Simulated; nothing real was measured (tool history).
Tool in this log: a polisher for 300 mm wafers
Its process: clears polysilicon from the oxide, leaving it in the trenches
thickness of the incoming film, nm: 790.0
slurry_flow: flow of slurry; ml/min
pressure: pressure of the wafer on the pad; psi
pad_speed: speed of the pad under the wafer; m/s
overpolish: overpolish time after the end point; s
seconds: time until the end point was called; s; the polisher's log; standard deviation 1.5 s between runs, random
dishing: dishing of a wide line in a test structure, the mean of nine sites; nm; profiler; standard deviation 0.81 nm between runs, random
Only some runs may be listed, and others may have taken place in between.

run,hour,slurry_flow,pressure,pad_speed,overpolish,seconds,dishing
1,0.0,130,3.1,0.84,21,49.849,57.439
2,4.2,100,3.1,0.84,21,54.792,56.812
3,6.8,100,3.1,0.84,12,55.003,54.757
4,8.9,115,3.1,0.84,12,51.352,53.994
5,12.0,110,2.8,0.84,14,57.952,54.968
6,20.5,90,2.8,0.84,14,62.070,54.633
7,25.6,90,2.6,0.84,16,65.298,55.554
8,29.2,90,2.4,0.84,16,71.683,53.688
9,33.5,90,2.3,0.82,19,76.831,54.650
10,40.6,90,2.2,0.82,21,79.116,55.950
11,41.8,90,2.1,0.82,22,83.505,53.348

Run 12, settings as shown, results not yet in. Your forecast:
12,49.9,90,2.1,0.82,22,?,?

{"run 12": {"seconds": 82.745, "dishing": 56.826}}

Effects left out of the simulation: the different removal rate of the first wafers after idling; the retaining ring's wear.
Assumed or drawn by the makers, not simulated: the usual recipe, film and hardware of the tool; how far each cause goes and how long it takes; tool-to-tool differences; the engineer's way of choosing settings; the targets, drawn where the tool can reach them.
